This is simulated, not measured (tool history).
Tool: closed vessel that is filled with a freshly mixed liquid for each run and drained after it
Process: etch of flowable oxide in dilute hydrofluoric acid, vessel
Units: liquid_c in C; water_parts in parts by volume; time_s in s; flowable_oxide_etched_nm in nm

{"run": 1, "day": 0.0, "liquid_c": 24, "water_parts": 195, "time_s": 30, "flowable_oxide_etched_nm": 5.3374}
{"run": 2, "day": 0.354, "liquid_c": 22, "water_parts": 195, "time_s": 30, "flowable_oxide_etched_nm": 4.8915}
{"run": 3, "day": 0.583, "liquid_c": 23, "water_parts": 180, "time_s": 30, "flowable_oxide_etched_nm": 5.6426}
{"run": 4, "day": 0.675, "liquid_c": 23, "water_parts": 130, "time_s": 30, "flowable_oxide_etched_nm": 8.2455}
{"run": 5, "day": 1.038, "liquid_c": 23, "water_parts": 100, "time_s": 30, "flowable_oxide_etched_nm": 11.216}
{"run": 6, "day": 1.175, "liquid_c": 24, "water_parts": 100, "time_s": 30, "flowable_oxide_etched_nm": 11.583}
{"run": 7, "day": 1.288, "liquid_c": 28, "water_parts": 100, "time_s": 30, "flowable_oxide_etched_nm": 13.487}

Forecast run 8:
{"run": 8, "day": 1.604, "liquid_c": 28.5, "water_parts": 100, "time_s": 30, "flowable_oxide_etched_nm": "?"}

flowable_oxide_etched_nm: 13.876 nm
